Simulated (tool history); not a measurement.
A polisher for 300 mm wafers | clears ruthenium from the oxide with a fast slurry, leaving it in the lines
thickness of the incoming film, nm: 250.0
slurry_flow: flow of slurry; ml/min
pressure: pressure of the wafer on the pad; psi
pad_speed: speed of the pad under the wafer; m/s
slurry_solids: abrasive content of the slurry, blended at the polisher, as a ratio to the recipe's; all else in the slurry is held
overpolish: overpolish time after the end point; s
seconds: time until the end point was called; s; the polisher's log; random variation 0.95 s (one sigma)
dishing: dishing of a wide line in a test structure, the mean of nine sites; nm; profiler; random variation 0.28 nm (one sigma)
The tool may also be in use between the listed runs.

run 1 hour=0.0 | slurry_flow=230 pressure=2.0 pad_speed=1.08 slurry_solids=1.00 overpolish=22 | seconds=69.896 dishing=62.111
run 2 hour=6.0 | slurry_flow=230 pressure=2.0 pad_speed=1.08 slurry_solids=0.80 overpolish=22 | seconds=77.132 dishing=54.864
run 3 hour=7.6 | slurry_flow=235 pressure=2.1 pad_speed=1.08 slurry_solids=0.70 overpolish=17 | seconds=79.439 dishing=42.985
run 4 hour=16.5 | slurry_flow=275 pressure=2.2 pad_speed=1.06 slurry_solids=0.65 overpolish=14 | seconds=78.845 dishing=36.424
run 5 hour=24.3 | slurry_flow=275 pressure=2.2 pad_speed=1.06 slurry_solids=0.50 overpolish=14 | seconds=95.371 dishing=31.057
run 6 hour=28.4 | slurry_flow=275 pressure=2.2 pad_speed=1.20 slurry_solids=0.50 overpolish=14 | seconds=83.688 dishing=34.434
run 7 hour=33.9 | slurry_flow=305 pressure=2.3 pad_speed=1.18 slurry_solids=0.50 overpolish=12 | seconds=80.170 dishing=30.834
run 8 hour=36.0 | slurry_flow=325 pressure=2.4 pad_speed=1.18 slurry_solids=0.50 overpolish=10 | seconds=75.768 dishing=27.610
run 9 hour=43.5 | slurry_flow=335 pressure=2.6 pad_speed=1.14 slurry_solids=0.50 overpolish=9 | seconds=73.061 dishing=25.705
run 10 hour=51.0 | slurry_flow=340 pressure=2.8 pad_speed=1.14 slurry_solids=0.50 overpolish=8 | seconds=68.289 dishing=24.541
run 11 hour=52.4 | slurry_flow=340 pressure=2.8 pad_speed=1.14 slurry_solids=0.50 overpolish=8 | seconds=69.685 dishing=24.896
run 12 hour=56.0 | slurry_flow=340 pressure=3.0 pad_speed=1.14 slurry_solids=0.50 overpolish=7 | seconds=64.170 dishing=23.183

The next listed run, before its measurement:
run 13 hour=64.6 | slurry_flow=340 pressure=3.0 pad_speed=1.18 slurry_solids=0.50 overpolish=7 | seconds=? dishing=?

seconds: 60.423 s
dishing: 23.930 nm
